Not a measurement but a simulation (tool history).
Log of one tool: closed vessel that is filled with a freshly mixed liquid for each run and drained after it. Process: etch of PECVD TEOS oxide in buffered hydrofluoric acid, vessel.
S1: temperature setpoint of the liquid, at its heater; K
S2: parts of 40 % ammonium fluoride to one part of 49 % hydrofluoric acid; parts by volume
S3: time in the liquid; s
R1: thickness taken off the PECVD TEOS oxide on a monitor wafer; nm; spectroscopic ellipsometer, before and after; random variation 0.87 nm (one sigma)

Run 1, hour 0: S1 295.15 K, S2 7.5 parts by volume, S3 35 s. Result: R1 77.706 nm.
Run 2, hour 8.8: S1 293.65 K, S2 7.5 parts by volume, S3 35 s. Result: R1 71.247 nm.
Run 3, hour 11.2: S1 293.65 K, S2 7.5 parts by volume, S3 30 s. Result: R1 62.078 nm.
Run 4, hour 17: S1 293.65 K, S2 7.5 parts by volume, S3 30 s. Result: R1 61.176 nm.
Run 5, hour 18.7: S1 291.15 K, S2 7.5 parts by volume, S3 30 s. Result: R1 53.664 nm.
At hour 21.9: hydrofluoric acid flow meter replaced.
Run 6, hour 21.9: S1 294.65 K, S2 7.5 parts by volume, S3 30 s. Result: R1 58.22 nm.
Run 7, hour 26.6: S1 295.15 K, S2 7 parts by volume, S3 30 s. Result: R1 64.061 nm.
Run 8, hour 30.3: S1 296.65 K, S2 6.5 parts by volume, S3 30 s. Result: R1 74.672 nm.

Run 9 comes next. What will it give?
Run 9, hour 36.1: S1 297.15 K, S2 6.5 parts by volume, S3 30 s. Result: R1 ?.

R1: 76.107 nm
